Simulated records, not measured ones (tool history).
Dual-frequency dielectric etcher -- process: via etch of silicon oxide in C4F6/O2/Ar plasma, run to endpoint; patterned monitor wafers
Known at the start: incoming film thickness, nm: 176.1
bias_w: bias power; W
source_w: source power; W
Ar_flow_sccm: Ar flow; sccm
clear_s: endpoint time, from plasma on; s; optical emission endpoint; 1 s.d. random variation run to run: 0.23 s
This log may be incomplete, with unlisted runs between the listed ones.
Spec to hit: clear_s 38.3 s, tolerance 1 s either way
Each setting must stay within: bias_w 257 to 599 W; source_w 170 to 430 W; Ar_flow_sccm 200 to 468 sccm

| run | hour | bias_w | source_w | Ar_flow_sccm | clear_s |
|---|---|---|---|---|---|
| 1 | 0 | 428 | 300 | 334 | 42.789 |
| 2 | 3.9 | 438 | 300 | 333 | 42.691 |
| 3 | 4.5 | 438 | 300 | 298 | 41.358 |
| 4 | 11.4 | 438 | 320 | 298 | 41.085 |
| 5 | 13.1 | 513 | 320 | 298 | 39.485 |
| 6 | 13.7 | 516 | 320 | 297 | 39.615 |
| 7 | 21.5 | 519 | 320 | 296 | 39.531 |
| 8 | 27.3 | 521 | 320 | 295 | 39.443 |

Next run, 4 choices. One meets every target within its allowed miss, the rest don't. Which?
| A | 33.1 | 599 | 370 | 284 | ? |
| B | 33.1 | 496 | 290 | 301 | ? |
| C | 33.1 | 563 | 330 | 310 | ? |
| D | 33.1 | 571 | 240 | 236 | ? |

| move | clear_s |
|---|---|
| A | 36.374 |
| B | 40.92 |
| C | 38.536 |
| D | 39.978 |
A: the result that was furthest off in the last run now lies on the other side of its target
B: moves away from the targets compared with the last run
C: each result inside its tolerance
D: moves away from the targets compared with the last run
The move that meets every target is C.

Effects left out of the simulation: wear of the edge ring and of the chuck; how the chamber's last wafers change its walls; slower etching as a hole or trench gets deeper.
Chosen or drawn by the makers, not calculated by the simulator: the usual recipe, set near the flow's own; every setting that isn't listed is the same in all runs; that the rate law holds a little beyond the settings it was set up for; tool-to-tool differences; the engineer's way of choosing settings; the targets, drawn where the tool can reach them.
